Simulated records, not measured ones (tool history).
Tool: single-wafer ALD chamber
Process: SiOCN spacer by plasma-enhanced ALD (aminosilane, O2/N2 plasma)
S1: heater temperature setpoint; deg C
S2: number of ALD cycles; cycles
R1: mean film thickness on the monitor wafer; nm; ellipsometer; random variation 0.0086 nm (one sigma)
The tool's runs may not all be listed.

Run 1, hour 0: S1 405 deg C, S2 32 cycles. Result: R1 1.8224 nm.
Run 2, hour 2.3: S1 404 deg C, S2 33 cycles. Result: R1 1.8873 nm.
Run 3, hour 9.6: S1 404 deg C, S2 34 cycles. Result: R1 1.9506 nm.
Run 4, hour 13.6: S1 413 deg C, S2 34 cycles. Result: R1 1.8814 nm.
Run 5, hour 14.5: S1 413 deg C, S2 38 cycles. Result: R1 2.0994 nm.
Run 6, hour 19.2: S1 413 deg C, S2 42 cycles. Result: R1 2.3211 nm.
Run 7, hour 26: S1 414 deg C, S2 42 cycles. Result: R1 2.3136 nm.

Forecast run 8:
Run 8, hour 29.9: S1 415 deg C, S2 42 cycles. Result: R1 ?.

{"run 8": {"R1": 2.3111}}
